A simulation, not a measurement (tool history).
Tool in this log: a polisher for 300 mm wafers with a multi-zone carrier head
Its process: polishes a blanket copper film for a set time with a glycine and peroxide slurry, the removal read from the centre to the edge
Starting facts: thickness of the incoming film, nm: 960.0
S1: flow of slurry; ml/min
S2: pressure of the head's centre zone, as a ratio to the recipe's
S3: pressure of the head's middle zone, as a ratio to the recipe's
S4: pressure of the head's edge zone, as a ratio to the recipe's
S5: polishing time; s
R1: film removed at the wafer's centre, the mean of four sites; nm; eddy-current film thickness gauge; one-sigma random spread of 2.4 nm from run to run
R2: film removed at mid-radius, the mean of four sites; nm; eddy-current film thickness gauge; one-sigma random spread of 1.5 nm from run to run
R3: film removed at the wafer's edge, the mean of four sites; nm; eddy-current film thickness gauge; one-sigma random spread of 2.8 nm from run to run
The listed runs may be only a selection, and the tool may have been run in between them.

| run | day | S1 | S2 | S3 | S4 | S5 | R1 | R2 | R3 |
|---|---|---|---|---|---|---|---|---|---|
| 1 | 0 | 200 | 1 | 1 | 1 | 46 | 181.39 | 176.55 | 166.83 |
| 2 | 0.088 | 205 | 1.01 | 1.02 | 1.03 | 47 | 183.13 | 185.43 | 176.22 |
| 3 | 0.25 | 205 | 1.01 | 1.02 | 1.03 | 38 | 147.06 | 149.17 | 145.43 |
| 4 | 0.55 | 215 | 1.04 | 1.04 | 1.05 | 40 | 160.81 | 159.69 | 150.66 |
| 5 | 0.779 | 215 | 1.05 | 1.04 | 1.07 | 43 | 175.01 | 173.14 | 164.93 |
| 6 | 1.121 | 215 | 0.99 | 1.04 | 1.07 | 43 | 171.42 | 173.54 | 166.38 |

Predict the results of run 7:
| 7 | 1.438 | 225 | 0.99 | 1.05 | 1.09 | 44 | ? | ? | ? |

Run 7 produced R1 175.93 nm, R2 178.21 nm, R3 171.94 nm.

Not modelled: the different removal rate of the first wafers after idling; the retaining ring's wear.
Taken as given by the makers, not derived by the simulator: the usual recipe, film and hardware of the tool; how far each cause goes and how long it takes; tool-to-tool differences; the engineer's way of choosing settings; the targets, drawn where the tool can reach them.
